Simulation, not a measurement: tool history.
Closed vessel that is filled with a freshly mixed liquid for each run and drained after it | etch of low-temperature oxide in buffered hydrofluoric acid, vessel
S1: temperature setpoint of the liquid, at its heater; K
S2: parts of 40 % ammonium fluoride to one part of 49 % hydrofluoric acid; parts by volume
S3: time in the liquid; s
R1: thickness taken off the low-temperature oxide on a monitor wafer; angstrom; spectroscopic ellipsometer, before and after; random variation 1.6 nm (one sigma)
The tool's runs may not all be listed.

run,day,S1,S2,S3,R1
1,0.000,296.15,8.5,30,2275.3
2,0.125,296.15,8.5,30,2283.5
3,0.462,296.15,6.5,30,2962.0
4,0.746,294.65,6.5,30,2718.0
5,0.904,294.65,6.5,30,2736.6
6,1.271,294.65,6.5,30,2746.2
7,1.500,294.15,6.5,30,2682.1
# day 1.567: hydrofluoric acid flow meter replaced
8,1.567,290.15,8.5,30,1542.4
9,1.688,290.65,8.5,30,1606.6
10,1.812,291.15,8.5,30,1638.0

Run 11 comes next. What will it give?
11,1.879,292.15,8.5,30,?

R1: 1750.1 angstrom
